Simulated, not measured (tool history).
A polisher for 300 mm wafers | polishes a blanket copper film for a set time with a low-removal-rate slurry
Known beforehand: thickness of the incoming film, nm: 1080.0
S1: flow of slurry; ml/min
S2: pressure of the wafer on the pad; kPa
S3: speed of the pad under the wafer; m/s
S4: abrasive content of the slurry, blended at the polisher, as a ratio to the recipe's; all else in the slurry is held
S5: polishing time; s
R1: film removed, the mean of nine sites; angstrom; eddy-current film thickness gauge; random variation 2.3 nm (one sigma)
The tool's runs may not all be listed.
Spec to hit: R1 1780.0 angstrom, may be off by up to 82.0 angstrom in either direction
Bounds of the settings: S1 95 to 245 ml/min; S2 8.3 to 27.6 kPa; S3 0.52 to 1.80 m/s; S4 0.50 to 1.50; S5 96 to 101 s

run  hour   S1    S2    S3    S4  S5      R1
  1   0.0  155  17.9  1.16  1.00  96  2278.6
  2   4.5  155  17.2  1.16  1.00  96  2279.9
  3  11.7  155  17.2  1.16  1.15  96  2369.1
  4  15.0  155  17.2  1.16  1.05  96  2305.3
  5  22.8  155  18.6  1.16  1.05  96  2470.4
  6  24.9  130  18.6  1.16  1.05  96  2405.8
  7  30.6  130  17.9  1.16  1.05  96  2280.5
  8  37.6  130  17.2  1.16  1.05  96  2175.4
  9  39.3  120  15.9  1.16  1.05  96  2120.8
 10  48.3  120  15.2  1.16  1.05  96  2001.6
     51.3  -- worn pad replaced by a new one
 11  51.3  120  13.1  1.16  1.05  96  1981.5

Pick the move, out of 5, that brings all results within their allowed miss; only one does.
  A  54.3  140  12.4  1.16  1.00   96   ?
  B  54.3  135  13.1  1.12  1.00   97   ?
  C  54.3  110  13.8  0.98  0.90   96   ?
  D  54.3  100  12.4  1.10  0.90  101   ?
  E  54.3  135  14.5  1.14  0.90   96   ?

move      R1
   A  1950.2
   B  1951.5
   C  1630.0
   D  1751.3
   E  2043.9
A: closer than the last run, but not yet in spec
B: closer than the last run, but not yet in spec
C: takes the result that was furthest off past its target
D: every result lands within tolerance
E: its largest miss is bigger than the last run's
D is the move that brings every result within its allowed miss.
